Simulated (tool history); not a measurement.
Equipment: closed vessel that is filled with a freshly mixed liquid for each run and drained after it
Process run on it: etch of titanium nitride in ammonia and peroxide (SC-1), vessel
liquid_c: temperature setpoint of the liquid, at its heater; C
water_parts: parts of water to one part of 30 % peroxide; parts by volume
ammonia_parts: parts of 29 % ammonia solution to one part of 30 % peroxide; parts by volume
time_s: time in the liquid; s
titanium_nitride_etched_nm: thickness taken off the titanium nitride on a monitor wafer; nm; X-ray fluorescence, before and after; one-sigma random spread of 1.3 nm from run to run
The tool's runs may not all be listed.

Run 1, day 0: liquid_c 47 C, water_parts 19.5 parts by volume, ammonia_parts 0.7 parts by volume, time_s 1415 s. Result: titanium_nitride_etched_nm 35.423 nm.
Run 2, day 0.192: liquid_c 52 C, water_parts 16 parts by volume, ammonia_parts 0.7 parts by volume, time_s 1415 s. Result: titanium_nitride_etched_nm 56.11 nm.
Run 3, day 0.267: liquid_c 52 C, water_parts 16 parts by volume, ammonia_parts 0.45 parts by volume, time_s 1415 s. Result: titanium_nitride_etched_nm 51.702 nm.
Run 4, day 0.425: liquid_c 49.5 C, water_parts 16 parts by volume, ammonia_parts 0.45 parts by volume, time_s 1415 s. Result: titanium_nitride_etched_nm 43.025 nm.
Run 5, day 0.492: liquid_c 46 C, water_parts 16 parts by volume, ammonia_parts 0.45 parts by volume, time_s 1415 s. Result: titanium_nitride_etched_nm 34.486 nm.
At day 0.571: ammonia flow meter replaced.
Run 6, day 0.571: liquid_c 51.5 C, water_parts 12.5 parts by volume, ammonia_parts 0.45 parts by volume, time_s 1415 s. Result: titanium_nitride_etched_nm 57.467 nm.
Run 7, day 0.896: liquid_c 55 C, water_parts 11 parts by volume, ammonia_parts 0.45 parts by volume, time_s 1415 s. Result: titanium_nitride_etched_nm 78.788 nm.
Run 8, day 1.104: liquid_c 57.5 C, water_parts 10.5 parts by volume, ammonia_parts 0.45 parts by volume, time_s 1415 s. Result: titanium_nitride_etched_nm 95.704 nm.

What will run 9 give?
Run 9, day 1.325: liquid_c 59 C, water_parts 10 parts by volume, ammonia_parts 0.45 parts by volume, time_s 1415 s. Result: titanium_nitride_etched_nm ?.

Run 9 yielded titanium_nitride_etched_nm 108.12 nm.
